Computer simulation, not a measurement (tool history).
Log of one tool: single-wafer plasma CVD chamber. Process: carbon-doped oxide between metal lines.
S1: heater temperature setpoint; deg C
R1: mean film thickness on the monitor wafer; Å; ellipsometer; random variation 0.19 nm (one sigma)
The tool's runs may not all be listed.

run 1 day=0.000 | S1=350 chamber_pressure_(Pa)=484 RF_power_(W)=445 deposition_time_(s)=23.2 | R1=1040.80
run 2 day=0.058 | S1=352 chamber_pressure_(Pa)=464 RF_power_(W)=435 deposition_time_(s)=23.2 | R1=1010.30
run 3 day=0.350 | S1=354 chamber_pressure_(Pa)=445 RF_power_(W)=430 deposition_time_(s)=23.2 | R1=990.99
run 4 day=0.696 | S1=356 chamber_pressure_(Pa)=429 RF_power_(W)=425 deposition_time_(s)=23.2 | R1=978.34
run 5 day=0.933 | S1=356 chamber_pressure_(Pa)=489 RF_power_(W)=425 deposition_time_(s)=23.2 | R1=989.63
run 6 day=1.233 | S1=356 chamber_pressure_(Pa)=548 RF_power_(W)=425 deposition_time_(s)=23.2 | R1=1006.80
run 7 day=1.608 | S1=358 chamber_pressure_(Pa)=531 RF_power_(W)=415 deposition_time_(s)=23.2 | R1=976.44
run 8 day=1.667 | S1=360 chamber_pressure_(Pa)=520 RF_power_(W)=410 deposition_time_(s)=23.2 | R1=957.54
run 9 day=1.879 | S1=361 chamber_pressure_(Pa)=513 RF_power_(W)=410 deposition_time_(s)=23.2 | R1=955.22
run 10 day=2.250 | S1=362 chamber_pressure_(Pa)=507 RF_power_(W)=410 deposition_time_(s)=23.2 | R1=949.02

What does the tool deliver on the next run?
run 11 day=2.442 | S1=363 chamber_pressure_(Pa)=501 RF_power_(W)=410 deposition_time_(s)=23.2 | R1=?

R1: 948.79 Å
